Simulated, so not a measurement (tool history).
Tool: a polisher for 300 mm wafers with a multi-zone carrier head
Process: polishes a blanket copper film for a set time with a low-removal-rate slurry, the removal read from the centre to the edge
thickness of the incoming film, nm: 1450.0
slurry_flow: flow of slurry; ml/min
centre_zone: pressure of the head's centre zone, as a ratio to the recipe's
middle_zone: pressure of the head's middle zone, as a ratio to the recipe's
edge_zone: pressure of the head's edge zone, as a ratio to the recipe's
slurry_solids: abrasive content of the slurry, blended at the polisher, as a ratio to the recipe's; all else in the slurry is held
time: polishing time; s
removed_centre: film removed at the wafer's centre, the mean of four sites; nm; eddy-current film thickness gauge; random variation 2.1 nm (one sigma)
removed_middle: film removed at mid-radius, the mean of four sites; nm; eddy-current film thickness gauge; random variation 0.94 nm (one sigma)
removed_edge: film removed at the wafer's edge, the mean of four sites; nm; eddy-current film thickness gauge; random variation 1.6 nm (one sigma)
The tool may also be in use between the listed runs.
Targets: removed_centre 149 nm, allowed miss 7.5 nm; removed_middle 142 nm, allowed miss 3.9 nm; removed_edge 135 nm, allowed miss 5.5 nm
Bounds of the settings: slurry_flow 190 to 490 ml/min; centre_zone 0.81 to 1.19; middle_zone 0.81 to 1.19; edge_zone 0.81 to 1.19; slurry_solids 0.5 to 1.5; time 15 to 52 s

| run | hour | slurry_flow | centre_zone | middle_zone | edge_zone | slurry_solids | time | removed_centre | removed_middle | removed_edge |
|---|---|---|---|---|---|---|---|---|---|---|
| 1 | 0 | 315 | 1 | 1 | 1 | 1 | 33 | 86.543 | 89.046 | 92.118 |
| 2 | 3.2 | 320 | 1.03 | 1.02 | 1.01 | 1.1 | 34 | 95.962 | 95.124 | 96.771 |
| 3 | 4.3 | 325 | 1.04 | 1.04 | 1.03 | 1.2 | 35 | 102.27 | 101.88 | 101.7 |
| 4 | 13.1 | 325 | 1.04 | 1.04 | 0.96 | 1.2 | 35 | 98.336 | 100.68 | 98.134 |
| 5 | 18.3 | 325 | 1.04 | 1.04 | 0.96 | 1.1 | 35 | 102.01 | 100.55 | 96.803 |
| 6 | 24.4 | 375 | 1.04 | 1.04 | 0.96 | 1.1 | 35 | 99.389 | 100.96 | 100.1 |
| 7 | 28.5 | 385 | 1.06 | 1.06 | 0.98 | 1.15 | 36 | 107.16 | 108.38 | 103.16 |
| 8 | 33 | 350 | 1.1 | 1.03 | 1.02 | 1.4 | 45 | 145.15 | 134.49 | 134.99 |
| 9 | 39.3 | 355 | 1.1 | 1.04 | 1.02 | 1.4 | 45 | 140.93 | 135.66 | 137.02 |
|  | 44.4 | slurry nozzle cleaned |
| 10 | 44.4 | 355 | 1.11 | 1.05 | 1.01 | 1.4 | 45 | 153.52 | 143.08 | 138 |

Which of these 4 next moves meets every target?
| A | 49.5 | 360 | 1.11 | 1.1 | 1 | 1.45 | 44 | ? | ? | ? |
| B | 49.5 | 335 | 1.15 | 1.01 | 0.96 | 1.15 | 48 | ? | ? | ? |
| C | 49.5 | 285 | 1.1 | 1.06 | 0.98 | 1.45 | 44 | ? | ? | ? |
| D | 49.5 | 490 | 1.12 | 0.95 | 0.95 | 1.3 | 48 | ? | ? | ? |

| move | removed_centre | removed_middle | removed_edge |
|---|---|---|---|
| A | 153.74 | 149.41 | 138 |
| B | 165.17 | 144.44 | 141.56 |
| C | 148.42 | 141.52 | 134.64 |
| D | 169.77 | 144.66 | 147.64 |
A: brings the result that was furthest off to its target, and leaves another outside
B: further off than the last run
C: meets every target
D: further off than the last run
The right move is C.
